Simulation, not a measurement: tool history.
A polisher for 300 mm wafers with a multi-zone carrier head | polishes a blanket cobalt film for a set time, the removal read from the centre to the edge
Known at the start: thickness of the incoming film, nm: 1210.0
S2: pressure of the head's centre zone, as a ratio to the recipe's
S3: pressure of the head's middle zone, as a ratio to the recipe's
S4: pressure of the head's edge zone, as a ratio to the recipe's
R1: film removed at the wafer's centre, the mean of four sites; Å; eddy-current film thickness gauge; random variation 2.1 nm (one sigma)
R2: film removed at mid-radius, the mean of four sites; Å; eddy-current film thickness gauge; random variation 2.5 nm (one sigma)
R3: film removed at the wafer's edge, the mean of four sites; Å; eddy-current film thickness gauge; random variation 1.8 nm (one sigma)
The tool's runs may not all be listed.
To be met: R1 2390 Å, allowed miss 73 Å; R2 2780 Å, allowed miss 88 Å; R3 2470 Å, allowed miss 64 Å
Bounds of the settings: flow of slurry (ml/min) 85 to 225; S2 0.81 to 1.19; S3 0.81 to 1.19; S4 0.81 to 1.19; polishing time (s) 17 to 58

run 1 day=0 | flow_of_slurry_(ml/min)=145 S2=1 S3=1 S4=1 polishing_time_(s)=37 | R1=2947.6 R2=3274.3 R3=3251.8
run 2 day=0.142 | flow_of_slurry_(ml/min)=160 S2=1 S3=1 S4=1 polishing_time_(s)=37 | R1=3013.5 R2=3351.5 R3=3318.1
run 3 day=0.35 | flow_of_slurry_(ml/min)=175 S2=1 S3=1 S4=1 polishing_time_(s)=37 | R1=3087 R2=3372.5 R3=3327.5
run 4 day=0.571 | flow_of_slurry_(ml/min)=175 S2=1 S3=1.07 S4=1 polishing_time_(s)=37 | R1=3066.2 R2=3629.9 R3=3378.7
run 5 day=0.888 | flow_of_slurry_(ml/min)=165 S2=0.99 S3=1.05 S4=0.94 polishing_time_(s)=35 | R1=2818.7 R2=3309.1 R3=3006
run 6 day=1.183 | flow_of_slurry_(ml/min)=165 S2=0.99 S3=1.05 S4=0.94 polishing_time_(s)=27 | R1=2145.4 R2=2544.7 R3=2356.8
run 7 day=1.512 | flow_of_slurry_(ml/min)=180 S2=1 S3=1.06 S4=0.94 polishing_time_(s)=27 | R1=2275 R2=2570.1 R3=2368.1
run 8 day=1.671 | flow_of_slurry_(ml/min)=190 S2=1 S3=1.08 S4=0.95 polishing_time_(s)=27 | R1=2282.3 R2=2692.2 R3=2403

5 next moves are on the table. One of them brings every result within its allowed miss. Which?
run A day=1.829 | flow_of_slurry_(ml/min)=170 S2=0.94 S3=1.05 S4=1 polishing_time_(s)=28 | R1=? R2=? R3=?
run B day=1.829 | flow_of_slurry_(ml/min)=225 S2=0.94 S3=1 S4=0.81 polishing_time_(s)=29 | R1=? R2=? R3=?
run C day=1.829 | flow_of_slurry_(ml/min)=190 S2=1.06 S3=1.09 S4=0.95 polishing_time_(s)=28 | R1=? R2=? R3=?
run D day=1.829 | flow_of_slurry_(ml/min)=225 S2=1.11 S3=1.11 S4=0.85 polishing_time_(s)=27 | R1=? R2=? R3=?
run E day=1.829 | flow_of_slurry_(ml/min)=175 S2=1.05 S3=0.97 S4=0.88 polishing_time_(s)=29 | R1=? R2=? R3=?

move=A R1=2194.1 R2=2683.2 R3=2535.6
move=B R1=2383.5 R2=2784 R3=2462.3
move=C R1=2532 R2=2820.7 R3=2506.8
move=D R1=2629.3 R2=2830.2 R3=2338.3
move=E R1=2556 R2=2611.2 R3=2485.4
A: further off than the last run
B: meets every target
C: takes the result that was furthest off past its target
D: takes the result that was furthest off past its target
E: takes the result that was furthest off past its target
Move B is the one to make.
